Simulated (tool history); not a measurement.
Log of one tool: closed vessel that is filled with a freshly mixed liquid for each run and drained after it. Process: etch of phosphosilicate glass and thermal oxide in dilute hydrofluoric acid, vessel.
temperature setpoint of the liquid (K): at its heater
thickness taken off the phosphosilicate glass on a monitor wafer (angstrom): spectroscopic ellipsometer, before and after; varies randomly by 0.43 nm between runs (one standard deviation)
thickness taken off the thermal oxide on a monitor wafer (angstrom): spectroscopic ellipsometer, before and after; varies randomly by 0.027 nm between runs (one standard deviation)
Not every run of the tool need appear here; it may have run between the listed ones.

run,day,temperature setpoint of the liquid (K),parts of water to one part of 49 % hydrofluoric acid (parts by volume),time in the liquid (s),thickness taken off the phosphosilicate glass on a monitor wafer (angstrom),thickness taken off the thermal oxide on a monitor wafer (angstrom)
1,0.000,294.15,50,60,957.25,53.262
2,0.292,292.65,55,60,823.64,45.529
3,0.454,292.65,65,60,686.89,37.767
4,0.779,292.15,70,60,605.65,34.719
5,0.800,291.65,70,60,589.31,33.856
6,1.108,291.65,85,60,489.36,26.998
7,1.417,292.15,85,60,501.22,27.918

What does the tool deliver on the next run?
8,1.575,292.65,85,60,?,?

{"run 8": {"thickness taken off the phosphosilicate glass on a monitor wafer (angstrom)": 515.84, "thickness taken off the thermal oxide on a monitor wafer (angstrom)": 28.31}}
